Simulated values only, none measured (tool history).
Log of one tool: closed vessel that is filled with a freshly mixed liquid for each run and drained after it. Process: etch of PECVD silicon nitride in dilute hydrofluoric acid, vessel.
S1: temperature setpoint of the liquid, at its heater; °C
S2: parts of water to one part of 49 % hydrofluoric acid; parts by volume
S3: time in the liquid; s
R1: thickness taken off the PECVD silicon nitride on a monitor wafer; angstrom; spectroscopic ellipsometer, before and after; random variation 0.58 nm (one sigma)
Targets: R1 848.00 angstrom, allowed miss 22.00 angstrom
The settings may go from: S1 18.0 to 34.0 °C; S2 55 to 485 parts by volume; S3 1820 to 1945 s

run,day,S1,S2,S3,R1
1,0.000,26.0,270,1820,440.35
2,0.138,28.0,260,1820,507.86
3,0.475,25.5,260,1820,436.79
4,0.825,27.5,250,1820,509.45
5,1.029,29.0,240,1820,591.83
6,1.054,29.0,240,1945,620.51
7,1.400,30.0,235,1945,668.38
8,1.667,31.0,230,1945,729.77
9,1.775,31.5,230,1945,760.19
10,1.983,32.0,230,1945,774.01
11,2.179,32.5,230,1945,806.33
12,2.238,33.0,230,1945,816.20

4 next moves are on the table. One of them brings every result within its allowed miss. Which?
A,2.296,34.0,250,1945,?
B,2.296,27.0,150,1865,?
C,2.296,31.5,215,1945,?
D,2.296,33.5,240,1820,?

move,R1
A,806.40
B,858.90
C,817.01
D,765.54
A: further off than the last run
B: meets every target
C: as far off as the last run
D: further off than the last run
The right move is B.

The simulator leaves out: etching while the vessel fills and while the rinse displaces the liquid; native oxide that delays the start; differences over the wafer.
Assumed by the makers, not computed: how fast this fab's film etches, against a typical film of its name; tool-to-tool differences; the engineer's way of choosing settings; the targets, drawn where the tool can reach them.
